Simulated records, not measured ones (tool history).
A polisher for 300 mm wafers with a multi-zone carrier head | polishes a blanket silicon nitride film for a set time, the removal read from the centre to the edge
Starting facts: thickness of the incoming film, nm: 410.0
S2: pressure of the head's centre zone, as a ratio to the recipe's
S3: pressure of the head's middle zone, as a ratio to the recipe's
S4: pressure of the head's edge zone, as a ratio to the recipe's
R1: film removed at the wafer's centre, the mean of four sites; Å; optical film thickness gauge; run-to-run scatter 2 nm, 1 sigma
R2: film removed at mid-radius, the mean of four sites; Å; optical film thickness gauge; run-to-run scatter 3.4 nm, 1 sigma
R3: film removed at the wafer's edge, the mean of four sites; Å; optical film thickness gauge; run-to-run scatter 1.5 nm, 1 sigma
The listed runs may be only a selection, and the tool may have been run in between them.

{"run": 1, "day": 0.0, "flow of slurry (ml/min)": 230, "S2": 1, "S3": 1, "S4": 1, "polishing time (s)": 60, "R1": 1608.7, "R2": 1545.6, "R3": 1624.7}
{"run": 2, "day": 0.212, "flow of slurry (ml/min)": 245, "S2": 0.99, "S3": 1.06, "S4": 1.03, "polishing time (s)": 64, "R1": 1727.1, "R2": 1805.7, "R3": 1770.5}
{"run": 3, "day": 0.558, "flow of slurry (ml/min)": 245, "S2": 0.92, "S3": 1.06, "S4": 1.03, "polishing time (s)": 64, "R1": 1601.2, "R2": 1787.8, "R3": 1770.6}
{"run": 4, "day": 0.908, "flow of slurry (ml/min)": 245, "S2": 0.92, "S3": 1.02, "S4": 1.03, "polishing time (s)": 64, "R1": 1583.3, "R2": 1741.2, "R3": 1771.9}
{"day": 1.1, "done": "worn pad replaced by a new one"}
{"run": 5, "day": 1.1, "flow of slurry (ml/min)": 260, "S2": 0.94, "S3": 1.06, "S4": 1.07, "polishing time (s)": 67, "R1": 1855, "R2": 1969.3, "R3": 2016.2}
{"run": 6, "day": 1.217, "flow of slurry (ml/min)": 210, "S2": 0.94, "S3": 1.06, "S4": 1.07, "polishing time (s)": 67, "R1": 1759.3, "R2": 1961.6, "R3": 1980.5}

Expected results for the next run?
{"run": 7, "day": 1.396, "flow of slurry (ml/min)": 210, "S2": 0.95, "S3": 1.1, "S4": 1.09, "polishing time (s)": 67, "R1": "?", "R2": "?", "R3": "?"}

{"run 7": {"R1": 1807.3, "R2": 1977.5, "R3": 1986.6}}
